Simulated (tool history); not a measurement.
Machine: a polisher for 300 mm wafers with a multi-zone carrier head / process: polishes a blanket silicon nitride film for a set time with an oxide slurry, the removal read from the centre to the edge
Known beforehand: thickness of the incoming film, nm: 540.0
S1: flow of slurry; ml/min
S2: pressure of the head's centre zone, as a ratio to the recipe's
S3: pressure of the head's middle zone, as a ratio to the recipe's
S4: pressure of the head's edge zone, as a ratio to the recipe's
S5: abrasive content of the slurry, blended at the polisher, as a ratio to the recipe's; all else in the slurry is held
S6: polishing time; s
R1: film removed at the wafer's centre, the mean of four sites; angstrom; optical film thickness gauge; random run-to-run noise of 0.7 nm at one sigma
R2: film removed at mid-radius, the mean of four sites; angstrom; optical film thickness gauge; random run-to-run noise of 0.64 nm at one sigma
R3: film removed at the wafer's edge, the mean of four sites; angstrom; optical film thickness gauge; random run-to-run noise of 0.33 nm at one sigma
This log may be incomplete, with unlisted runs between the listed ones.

run 1 hour=0.0 | S1=235 S2=1.00 S3=1.00 S4=1.00 S5=1.00 S6=45 | R1=401.68 R2=394.33 R3=388.10
run 2 hour=3.4 | S1=240 S2=1.03 S3=1.00 S4=1.02 S5=1.05 S6=45 | R1=419.44 R2=405.34 R3=408.80
run 3 hour=4.7 | S1=240 S2=1.03 S3=1.00 S4=1.02 S5=0.85 S6=45 | R1=386.92 R2=370.15 R3=371.65
run 4 hour=5.3 | S1=240 S2=0.94 S3=1.00 S4=1.02 S5=0.85 S6=45 | R1=342.86 R2=373.65 R3=369.45
run 5 hour=12.2 | S1=240 S2=0.91 S3=1.00 S4=1.02 S5=0.85 S6=45 | R1=341.51 R2=378.33 R3=375.40
run 6 hour=13.9 | S1=245 S2=0.95 S3=1.00 S4=1.03 S5=0.90 S6=45 | R1=368.78 R2=372.47 R3=389.61

What does the tool deliver on the next run?
run 7 hour=20.4 | S1=255 S2=0.99 S3=1.02 S4=1.04 S5=0.95 S6=45 | R1=? R2=? R3=?

R1: 379.98 angstrom
R2: 408.39 angstrom
R3: 394.18 angstrom
